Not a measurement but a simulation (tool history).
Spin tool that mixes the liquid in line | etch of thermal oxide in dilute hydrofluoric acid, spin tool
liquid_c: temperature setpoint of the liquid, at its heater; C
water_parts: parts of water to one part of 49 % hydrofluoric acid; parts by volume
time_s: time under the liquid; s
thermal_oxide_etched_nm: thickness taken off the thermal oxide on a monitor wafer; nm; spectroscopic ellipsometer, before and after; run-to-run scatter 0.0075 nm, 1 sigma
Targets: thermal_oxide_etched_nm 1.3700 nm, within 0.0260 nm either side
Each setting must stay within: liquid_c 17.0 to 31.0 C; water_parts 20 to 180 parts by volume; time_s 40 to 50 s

run	hour	liquid_c	water_parts	time_s	thermal_oxide_etched_nm
1	0.0	23.0	100	50	2.3002
2	4.1	22.5	105	50	2.1408
3	7.0	22.0	110	50	2.0230
4	15.3	21.5	115	50	1.8638
5	23.8	21.5	90	50	2.4565
6	31.8	21.5	90	50	2.4359
7	34.8	21.5	90	50	2.4524
8	41.9	21.0	95	50	2.2641
9	42.8	21.0	95	50	2.2518
10	48.8	20.5	100	50	2.0643
11	52.0	20.0	100	50	2.0465

4 next moves are on the table. One of them brings every result within its allowed miss. Which?
A	55.2	19.0	75	50	?
B	55.2	21.0	60	50	?
C	55.2	20.0	65	50	?
D	55.2	19.5	115	40	?

move	thermal_oxide_etched_nm
A	2.6895
B	3.7212
C	3.2742
D	1.3707
A: lands further from the targets than the last run did
B: lands further from the targets than the last run did
C: lands further from the targets than the last run did
D: all results land within tolerance of their targets
Correct choice: D, which meets every target
